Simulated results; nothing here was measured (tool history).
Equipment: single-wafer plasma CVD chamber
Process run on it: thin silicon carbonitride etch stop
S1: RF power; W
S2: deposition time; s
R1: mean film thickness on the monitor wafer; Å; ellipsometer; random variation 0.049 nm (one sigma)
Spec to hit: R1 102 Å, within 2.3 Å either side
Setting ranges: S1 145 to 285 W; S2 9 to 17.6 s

run	day	S1	S2	R1
1	0	215	13.3	79.129
2	0.212	215	14.1	84.704
3	0.396	220	14.3	85.832
4	0.654	225	14.5	87.25
5	0.996	225	15.5	93.873
6	1.021	230	15.6	95.643
7	1.2	235	15.7	95.855
8	1.238	235	15.8	96.321

Which single option among these 4 for the next run brings every result within its allowed miss of target? Just one does.
A	1.275	225	16.8	?
B	1.275	240	15.9	?
C	1.275	235	14.7	?
D	1.275	230	16.2	?

move	R1
A	100.81
B	97.294
C	89.379
D	97.861
A: in spec on every target
B: an improvement on the last run, though not all results are within tolerance
C: the biggest miss grows against the last run
D: an improvement on the last run, though not all results are within tolerance
The right move is A.

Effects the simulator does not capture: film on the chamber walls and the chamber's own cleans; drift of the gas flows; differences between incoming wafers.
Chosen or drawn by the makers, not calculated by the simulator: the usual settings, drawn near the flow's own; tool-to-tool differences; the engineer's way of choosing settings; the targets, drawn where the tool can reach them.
